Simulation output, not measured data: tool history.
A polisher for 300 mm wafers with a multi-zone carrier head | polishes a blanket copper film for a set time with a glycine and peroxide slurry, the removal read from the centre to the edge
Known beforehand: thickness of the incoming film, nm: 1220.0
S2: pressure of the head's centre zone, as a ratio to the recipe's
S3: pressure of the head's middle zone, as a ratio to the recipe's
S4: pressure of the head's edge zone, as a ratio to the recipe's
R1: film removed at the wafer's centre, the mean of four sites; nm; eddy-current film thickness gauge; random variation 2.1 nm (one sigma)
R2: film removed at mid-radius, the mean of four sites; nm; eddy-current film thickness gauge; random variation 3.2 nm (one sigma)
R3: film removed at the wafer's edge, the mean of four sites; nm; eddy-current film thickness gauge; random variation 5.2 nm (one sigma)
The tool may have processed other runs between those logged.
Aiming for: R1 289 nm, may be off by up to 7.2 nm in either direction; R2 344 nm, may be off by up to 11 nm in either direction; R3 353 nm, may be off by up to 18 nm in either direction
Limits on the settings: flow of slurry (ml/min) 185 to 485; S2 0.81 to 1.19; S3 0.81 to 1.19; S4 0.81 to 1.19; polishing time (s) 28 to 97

run 1 hour=0 | flow_of_slurry_(ml/min)=310 S2=1 S3=1 S4=1 polishing_time_(s)=62 | R1=262.66 R2=250.72 R3=249.36
run 2 hour=4.6 | flow_of_slurry_(ml/min)=310 S2=1 S3=1.05 S4=1 polishing_time_(s)=62 | R1=261.82 R2=258.29 R3=256.08
run 3 hour=9 | flow_of_slurry_(ml/min)=310 S2=1 S3=1.05 S4=0.95 polishing_time_(s)=62 | R1=262.04 R2=259.85 R3=244.1
run 4 hour=13.8 | flow_of_slurry_(ml/min)=310 S2=1 S3=1.01 S4=0.95 polishing_time_(s)=62 | R1=263.65 R2=252.29 R3=247.61
run 5 hour=19.3 | flow_of_slurry_(ml/min)=375 S2=1 S3=1.01 S4=0.95 polishing_time_(s)=62 | R1=266.45 R2=250.01 R3=253.23
run 6 hour=20.5 | flow_of_slurry_(ml/min)=385 S2=0.98 S3=1.03 S4=0.97 polishing_time_(s)=64 | R1=268.83 R2=268.23 R3=258.68
-- hour=24.1 centre zone pressure recalibrated
run 7 hour=24.1 | flow_of_slurry_(ml/min)=390 S2=0.96 S3=1.02 S4=1.01 polishing_time_(s)=66 | R1=249.11 R2=276.89 R3=274.64
run 8 hour=24.8 | flow_of_slurry_(ml/min)=395 S2=0.97 S3=1.03 S4=1.03 polishing_time_(s)=68 | R1=257.22 R2=286.05 R3=283.03
run 9 hour=25.8 | flow_of_slurry_(ml/min)=400 S2=0.97 S3=1.03 S4=1.04 polishing_time_(s)=70 | R1=265.21 R2=295.04 R3=296.75
run 10 hour=28.9 | flow_of_slurry_(ml/min)=405 S2=0.97 S3=1.04 S4=1.05 polishing_time_(s)=71 | R1=270.2 R2=301.2 R3=295.59

Which one of the following 4 next-run settings gets every result inside its allowed miss? There is exactly one.
run A hour=32 | flow_of_slurry_(ml/min)=300 S2=1.05 S3=1.09 S4=0.99 polishing_time_(s)=61 | R1=? R2=? R3=?
run B hour=32 | flow_of_slurry_(ml/min)=395 S2=0.91 S3=1.05 S4=1.12 polishing_time_(s)=81 | R1=? R2=? R3=?
run C hour=32 | flow_of_slurry_(ml/min)=345 S2=0.94 S3=0.85 S4=1.12 polishing_time_(s)=81 | R1=? R2=? R3=?
run D hour=32 | flow_of_slurry_(ml/min)=410 S2=1.17 S3=1.11 S4=0.91 polishing_time_(s)=64 | R1=? R2=? R3=?

move=A R1=246.86 R2=261.66 R3=247.44
move=B R1=288.52 R2=341.93 R3=353.58
move=C R1=295.28 R2=284.37 R3=352.52
move=D R1=294.41 R2=283.56 R3=252.77
A: lands further from the targets than the last run did
B: each result inside its tolerance
C: lands further from the targets than the last run did
D: lands further from the targets than the last run did
Move B is the one to make.
